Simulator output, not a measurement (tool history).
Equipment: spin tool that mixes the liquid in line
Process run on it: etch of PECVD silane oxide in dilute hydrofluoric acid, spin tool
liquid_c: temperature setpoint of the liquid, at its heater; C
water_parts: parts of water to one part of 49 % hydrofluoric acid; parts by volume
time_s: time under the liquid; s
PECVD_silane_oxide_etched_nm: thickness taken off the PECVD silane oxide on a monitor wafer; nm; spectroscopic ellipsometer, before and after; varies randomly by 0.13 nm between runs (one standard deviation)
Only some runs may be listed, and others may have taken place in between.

run  hour  liquid_c  water_parts  time_s  PECVD_silane_oxide_etched_nm
  1   0.0      22.0          190     320                        56.251
  2   7.8      20.0          190     320                        52.314
  3  12.5      20.0          260     320                        35.926
  4  13.7      18.0          260     320                        33.301
  5  19.7      21.0          260     320                        37.163
  6  21.1      21.0          260     340                        39.754
  7  23.8      20.5          265     340                        37.926

Run 8, settings as shown, results not yet in. Your forecast:
  8  32.8      20.5          265     340                             ?

{"run 8": {"PECVD_silane_oxide_etched_nm": 38.16}}
